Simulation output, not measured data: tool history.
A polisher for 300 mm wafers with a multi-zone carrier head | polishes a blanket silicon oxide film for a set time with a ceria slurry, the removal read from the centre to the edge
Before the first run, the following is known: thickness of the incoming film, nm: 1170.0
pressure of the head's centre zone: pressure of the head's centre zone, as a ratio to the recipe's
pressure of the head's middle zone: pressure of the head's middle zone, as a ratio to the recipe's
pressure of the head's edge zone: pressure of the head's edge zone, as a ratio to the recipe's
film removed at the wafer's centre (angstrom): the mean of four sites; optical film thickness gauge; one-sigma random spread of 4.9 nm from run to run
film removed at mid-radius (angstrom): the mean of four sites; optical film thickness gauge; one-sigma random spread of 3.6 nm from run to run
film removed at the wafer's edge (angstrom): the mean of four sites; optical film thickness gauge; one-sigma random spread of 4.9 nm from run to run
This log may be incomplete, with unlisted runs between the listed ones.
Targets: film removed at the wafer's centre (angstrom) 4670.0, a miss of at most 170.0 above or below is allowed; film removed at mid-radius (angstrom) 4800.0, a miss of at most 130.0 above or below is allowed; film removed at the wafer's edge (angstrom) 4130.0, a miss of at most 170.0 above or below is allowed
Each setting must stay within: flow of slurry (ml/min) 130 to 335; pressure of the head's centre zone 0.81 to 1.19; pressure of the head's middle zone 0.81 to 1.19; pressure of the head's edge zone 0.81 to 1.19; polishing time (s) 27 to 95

run	hour	flow of slurry (ml/min)	pressure of the head's centre zone	pressure of the head's middle zone	pressure of the head's edge zone	polishing time (s)	film removed at the wafer's centre (angstrom)	film removed at mid-radius (angstrom)	film removed at the wafer's edge (angstrom)
1	0.0	215	1.00	1.00	1.00	61	3608.8	3371.1	3431.8
2	8.0	185	1.00	1.00	1.00	61	3500.4	3216.6	3248.1
3	13.6	185	1.00	1.05	1.00	61	3489.0	3430.5	3320.5
4	19.2	185	1.00	1.11	1.00	61	3466.5	3578.0	3233.9
5	23.3	220	1.02	1.13	1.02	63	3814.6	3773.1	3480.9
6	32.0	220	1.02	1.06	1.02	63	3840.4	3613.8	3431.8
7	39.5	240	1.01	1.09	1.02	66	3982.2	3972.5	3702.6
8	42.3	260	1.02	1.12	1.02	67	4091.9	4125.0	3773.8
9	46.3	270	1.03	1.14	1.02	69	4207.2	4351.9	3939.4
10	53.9	275	1.05	1.16	1.01	70	4328.6	4521.9	3979.3
11	55.5	280	1.07	1.17	1.01	70	4502.3	4517.9	3898.9
# hour 60.0: centre zone pressure recalibrated
12	60.0	285	1.07	1.18	1.02	71	4391.2	4523.8	4007.3
13	66.3	290	1.07	1.18	1.01	72	4357.7	4622.8	4127.9

5 candidate next runs follow, results not yet known. Just one meets every target within its allowed miss. Identify it.
A	72.6	290	1.00	1.19	1.00	73	?	?	?
B	72.6	265	1.02	1.19	1.03	74	?	?	?
C	72.6	240	1.04	1.09	1.04	80	?	?	?
D	72.6	295	1.06	1.19	0.91	77	?	?	?
E	72.6	285	1.15	1.19	1.03	73	?	?	?

move	film removed at the wafer's centre (angstrom)	film removed at mid-radius (angstrom)	film removed at the wafer's edge (angstrom)
A	4142.9	4812.8	4036.4
B	4221.4	4830.1	4114.6
C	4571.8	4811.1	4432.4
D	4592.3	5084.8	4094.4
E	4639.2	4800.7	4083.9
A: its largest miss is bigger than the last run's
B: its largest miss is bigger than the last run's
C: puts the biggest miss on target and leaves a different result outside tolerance
D: puts the biggest miss on target and leaves a different result outside tolerance
E: meets every target
Move E is the one to make.
